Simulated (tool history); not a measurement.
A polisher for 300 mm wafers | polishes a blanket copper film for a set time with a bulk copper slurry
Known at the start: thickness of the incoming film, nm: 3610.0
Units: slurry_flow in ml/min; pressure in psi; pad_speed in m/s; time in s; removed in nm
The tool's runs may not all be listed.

run	hour	slurry_flow	pressure	pad_speed	slurry_solids	time	removed
1	0	230	2.1	1.28	1	69	495.68
2	1.7	225	2	1.28	1	69	478.7
3	4.9	225	2	1.28	1	69	484.78
4	7.5	225	2	1.28	1.15	69	494.98
5	9	225	2	1.46	1.15	69	558.16
6	15.8	190	2	1.46	1.15	69	551.62
7	18	190	1.9	1.46	1.15	69	536.85
8	20.2	190	1.8	1.46	1.15	69	522.37

Forecast run 9:
9	24.5	190	1.7	1.46	1.15	69	?

Run 9 gave removed 505.51 nm.
